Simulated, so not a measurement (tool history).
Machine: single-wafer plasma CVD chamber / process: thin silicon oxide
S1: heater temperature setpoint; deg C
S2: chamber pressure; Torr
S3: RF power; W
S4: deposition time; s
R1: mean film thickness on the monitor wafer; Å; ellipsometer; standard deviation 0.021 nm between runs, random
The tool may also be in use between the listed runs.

run    day   S1     S2   S3    S4      R1
  1  0.000  420  0.684  220  3.44  47.698
  2  0.321  420  0.717  220  3.44  49.479
  3  0.408  420  0.748  220  3.44  51.873
  4  0.521  426  0.748  220  3.44  51.595
  5  0.729  426  0.748  220  3.27  48.754
  6  0.792  425  0.780  220  3.27  50.884
  7  0.946  425  0.780  220  3.27  50.727
  8  1.312  425  0.809  220  3.27  52.788

Forecast run 9:
  9  1.675  425  0.831  220  3.27   ?

R1: 53.754 Å

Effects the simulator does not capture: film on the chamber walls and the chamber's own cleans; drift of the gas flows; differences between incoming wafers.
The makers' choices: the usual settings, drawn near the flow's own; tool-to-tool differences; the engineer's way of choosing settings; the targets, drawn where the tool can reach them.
